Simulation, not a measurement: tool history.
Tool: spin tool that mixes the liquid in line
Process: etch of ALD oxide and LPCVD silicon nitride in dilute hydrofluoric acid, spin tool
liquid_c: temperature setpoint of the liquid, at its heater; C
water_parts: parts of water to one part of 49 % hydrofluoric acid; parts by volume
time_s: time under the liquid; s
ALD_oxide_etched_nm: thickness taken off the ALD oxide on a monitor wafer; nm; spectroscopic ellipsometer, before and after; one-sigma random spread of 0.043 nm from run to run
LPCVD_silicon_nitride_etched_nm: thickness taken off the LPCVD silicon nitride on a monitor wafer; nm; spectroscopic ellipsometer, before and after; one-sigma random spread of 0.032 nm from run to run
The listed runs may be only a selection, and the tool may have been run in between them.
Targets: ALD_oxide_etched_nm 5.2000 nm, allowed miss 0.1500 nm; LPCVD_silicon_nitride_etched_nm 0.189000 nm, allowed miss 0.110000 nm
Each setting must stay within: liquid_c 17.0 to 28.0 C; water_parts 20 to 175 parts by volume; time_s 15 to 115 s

run,hour,liquid_c,water_parts,time_s,ALD_oxide_etched_nm,LPCVD_silicon_nitride_etched_nm
1,0.0,20.0,95,60,6.7088,0.262210
2,2.1,20.0,95,45,5.0559,0.189000
3,10.6,20.0,70,45,7.0997,0.280480
4,19.0,20.0,70,65,10.1850,0.293380
5,21.9,20.0,55,65,13.1730,0.494010
6,23.1,20.0,25,65,29.4660,1.000800
7,32.0,19.5,40,65,18.1110,0.673170
8,40.1,19.0,50,65,13.9500,0.340600
9,43.1,19.0,60,65,11.4610,0.332480
10,50.0,18.5,70,65,9.5949,0.239570

Which single option among these 4 for the next run brings every result within its allowed miss of target? Just one does.
A,56.9,17.0,105,45,?,?
B,56.9,17.0,55,80,?,?
C,56.9,20.0,120,60,?,?
D,56.9,24.0,95,35,?,?

move,ALD_oxide_etched_nm,LPCVD_silicon_nitride_etched_nm
A,4.0659,0.076277
B,14.5590,0.253780
C,5.2849,0.109740
D,4.7068,0.105170
A: pushes the last run's worst result past its target
B: its largest miss is bigger than the last run's
C: hits every target within its allowed miss
D: pushes the last run's worst result past its target
Correct choice: C, which meets every target
